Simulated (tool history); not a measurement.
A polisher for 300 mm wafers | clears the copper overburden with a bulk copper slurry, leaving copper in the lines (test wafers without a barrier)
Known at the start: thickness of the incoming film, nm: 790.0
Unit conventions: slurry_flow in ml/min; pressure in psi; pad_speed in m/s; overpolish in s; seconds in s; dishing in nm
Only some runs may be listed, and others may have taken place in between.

{"run": 1, "hour": 0.0, "slurry_flow": 255, "pressure": 3.1, "pad_speed": 1.22, "slurry_solids": 1.0, "overpolish": 26, "seconds": 72.293, "dishing": 109.13}
{"run": 2, "hour": 1.3, "slurry_flow": 255, "pressure": 3.1, "pad_speed": 1.4, "slurry_solids": 1.0, "overpolish": 26, "seconds": 64.117, "dishing": 114.07}
{"run": 3, "hour": 4.2, "slurry_flow": 255, "pressure": 3.1, "pad_speed": 1.4, "slurry_solids": 1.2, "overpolish": 26, "seconds": 60.949, "dishing": 115.34}
{"run": 4, "hour": 12.0, "slurry_flow": 255, "pressure": 2.6, "pad_speed": 1.34, "slurry_solids": 1.2, "overpolish": 26, "seconds": 75.036, "dishing": 105.35}
{"run": 5, "hour": 18.3, "slurry_flow": 255, "pressure": 2.3, "pad_speed": 1.3, "slurry_solids": 1.2, "overpolish": 24, "seconds": 85.486, "dishing": 94.065}
{"run": 6, "hour": 24.4, "slurry_flow": 255, "pressure": 2.3, "pad_speed": 1.3, "slurry_solids": 1.4, "overpolish": 24, "seconds": 81.758, "dishing": 93.357}
{"run": 7, "hour": 32.0, "slurry_flow": 255, "pressure": 2.0, "pad_speed": 1.26, "slurry_solids": 1.4, "overpolish": 24, "seconds": 96.701, "dishing": 85.792}
{"run": 8, "hour": 32.8, "slurry_flow": 255, "pressure": 1.8, "pad_speed": 1.26, "slurry_solids": 1.4, "overpolish": 24, "seconds": 105.59, "dishing": 81.326}

Predict the results of run 9:
{"run": 9, "hour": 40.4, "slurry_flow": 255, "pressure": 1.7, "pad_speed": 1.26, "slurry_solids": 1.4, "overpolish": 24, "seconds": "?", "dishing": "?"}

seconds: 109.260 s
dishing: 78.798 nm
